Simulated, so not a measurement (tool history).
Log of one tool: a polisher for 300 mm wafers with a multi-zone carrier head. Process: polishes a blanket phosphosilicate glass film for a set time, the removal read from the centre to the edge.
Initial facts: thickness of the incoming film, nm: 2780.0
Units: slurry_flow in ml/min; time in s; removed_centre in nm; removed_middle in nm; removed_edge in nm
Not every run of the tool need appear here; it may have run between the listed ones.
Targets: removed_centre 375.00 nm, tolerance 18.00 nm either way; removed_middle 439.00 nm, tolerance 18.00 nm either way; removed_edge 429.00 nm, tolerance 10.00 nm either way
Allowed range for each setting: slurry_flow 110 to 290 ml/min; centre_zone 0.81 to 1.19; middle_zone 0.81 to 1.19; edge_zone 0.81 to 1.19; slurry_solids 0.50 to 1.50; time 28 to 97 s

run	day	slurry_flow	centre_zone	middle_zone	edge_zone	slurry_solids	time	removed_centre	removed_middle	removed_edge
1	0.000	185	1.00	1.00	1.00	1.00	62	566.26	601.82	580.96
2	0.058	185	1.05	1.00	1.00	1.00	62	601.32	603.21	582.52
3	0.200	175	1.00	0.98	0.97	0.90	62	551.57	553.17	542.25
4	0.562	175	1.08	0.98	0.97	0.90	62	572.41	544.07	541.62
5	0.888	175	1.15	0.98	0.97	0.90	62	607.71	554.37	544.30
6	0.946	135	1.15	0.98	0.97	0.90	62	580.35	526.02	519.75
7	1.254	130	1.07	0.99	0.97	0.80	62	492.64	477.27	476.35
8	1.483	125	1.02	1.00	0.97	0.80	62	459.36	480.38	478.12
9	1.796	120	0.99	1.00	0.96	0.75	62	428.08	451.87	449.31
10	1.962	115	0.97	1.01	0.96	0.75	62	417.22	442.94	450.38
11	2.325	115	0.88	1.08	0.89	0.70	62	367.98	461.89	416.64

Pick the move, out of 4, that brings all results within their allowed miss; only one does.
A	2.688	135	1.03	0.92	0.85	0.70	61	?	?	?
B	2.688	120	0.86	1.06	0.92	0.70	66	?	?	?
C	2.688	110	0.87	1.12	0.85	0.70	67	?	?	?
D	2.688	130	0.90	1.01	0.95	0.85	54	?	?	?

move	removed_centre	removed_middle	removed_edge
A	440.81	405.89	407.62
B	385.96	479.80	446.39
C	384.55	497.19	428.89
D	385.12	438.24	428.73
A: takes the result that was furthest off past its target
B: lands further from the targets than the last run did
C: lands further from the targets than the last run did
D: every result within its allowed miss
So the answer is move D, the one that meets all the targets.

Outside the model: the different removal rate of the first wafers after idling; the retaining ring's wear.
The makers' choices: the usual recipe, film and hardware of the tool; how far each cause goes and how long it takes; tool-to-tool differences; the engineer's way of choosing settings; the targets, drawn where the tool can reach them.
